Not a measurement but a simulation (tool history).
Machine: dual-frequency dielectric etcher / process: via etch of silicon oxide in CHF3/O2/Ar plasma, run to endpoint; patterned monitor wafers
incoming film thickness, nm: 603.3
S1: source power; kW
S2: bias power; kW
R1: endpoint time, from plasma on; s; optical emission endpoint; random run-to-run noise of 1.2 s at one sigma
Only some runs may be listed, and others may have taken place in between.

run	hour	S1	S2	R1
1	0	0.74	0.182	286.32
2	6.5	0.69	0.182	294.52
3	13.4	0.75	0.182	284.63
4	21.5	0.75	0.196	279.09
5	22.7	0.75	0.175	285.81
6	31.4	0.8	0.177	279.32
7	32.3	0.84	0.179	271.5

The next listed run, before its measurement:
8	38.3	0.87	0.18	?

Run 8 came out at R1 266.21 s.

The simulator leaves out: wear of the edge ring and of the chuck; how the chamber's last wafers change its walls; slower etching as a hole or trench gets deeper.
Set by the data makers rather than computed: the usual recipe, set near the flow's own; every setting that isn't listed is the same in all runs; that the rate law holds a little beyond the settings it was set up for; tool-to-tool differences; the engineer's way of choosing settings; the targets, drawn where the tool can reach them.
